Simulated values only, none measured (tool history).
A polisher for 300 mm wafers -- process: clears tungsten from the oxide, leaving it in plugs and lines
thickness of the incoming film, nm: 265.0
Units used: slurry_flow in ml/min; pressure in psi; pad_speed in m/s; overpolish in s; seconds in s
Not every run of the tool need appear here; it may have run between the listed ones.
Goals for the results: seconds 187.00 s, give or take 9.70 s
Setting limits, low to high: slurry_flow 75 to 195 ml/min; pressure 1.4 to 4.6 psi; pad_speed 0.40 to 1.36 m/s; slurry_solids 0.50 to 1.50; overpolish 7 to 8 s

run 1 hour=0.0 | slurry_flow=125 pressure=3.0 pad_speed=0.88 slurry_solids=1.00 overpolish=8 | seconds=101.75
run 2 hour=7.2 | slurry_flow=95 pressure=3.0 pad_speed=0.88 slurry_solids=1.00 overpolish=8 | seconds=106.81
run 3 hour=8.3 | slurry_flow=75 pressure=3.0 pad_speed=0.88 slurry_solids=1.00 overpolish=8 | seconds=116.44
run 4 hour=14.5 | slurry_flow=75 pressure=2.6 pad_speed=0.86 slurry_solids=1.00 overpolish=8 | seconds=123.05
run 5 hour=18.1 | slurry_flow=105 pressure=2.6 pad_speed=0.86 slurry_solids=1.00 overpolish=8 | seconds=116.78
run 6 hour=23.0 | slurry_flow=105 pressure=2.6 pad_speed=0.86 slurry_solids=1.00 overpolish=8 | seconds=113.81
run 7 hour=30.1 | slurry_flow=100 pressure=2.3 pad_speed=0.76 slurry_solids=1.00 overpolish=8 | seconds=137.08
run 8 hour=37.0 | slurry_flow=95 pressure=2.0 pad_speed=0.72 slurry_solids=1.00 overpolish=8 | seconds=162.60
-- hour=39.3 head pressure recalibrated
run 9 hour=39.3 | slurry_flow=90 pressure=1.9 pad_speed=0.72 slurry_solids=1.00 overpolish=8 | seconds=164.34
run 10 hour=43.2 | slurry_flow=90 pressure=1.9 pad_speed=0.72 slurry_solids=1.00 overpolish=8 | seconds=158.67
run 11 hour=44.1 | slurry_flow=90 pressure=1.7 pad_speed=0.70 slurry_solids=1.00 overpolish=8 | seconds=172.52

Consider the 4 candidate settings below. Which is the only one whose results all fall within their allowed miss of target?
run A hour=45.0 | slurry_flow=115 pressure=1.5 pad_speed=0.64 slurry_solids=1.05 overpolish=7 | seconds=?
run B hour=45.0 | slurry_flow=85 pressure=1.4 pad_speed=0.84 slurry_solids=1.10 overpolish=7 | seconds=?
run C hour=45.0 | slurry_flow=85 pressure=1.6 pad_speed=0.72 slurry_solids=1.15 overpolish=7 | seconds=?
run D hour=45.0 | slurry_flow=75 pressure=1.8 pad_speed=0.80 slurry_solids=0.95 overpolish=7 | seconds=?

move=A seconds=184.11
move=B seconds=156.18
move=C seconds=168.46
move=D seconds=156.93
A: meets every target
B: the biggest miss grows against the last run
C: the biggest miss grows against the last run
D: the biggest miss grows against the last run
So the answer is move A, the one that meets all the targets.
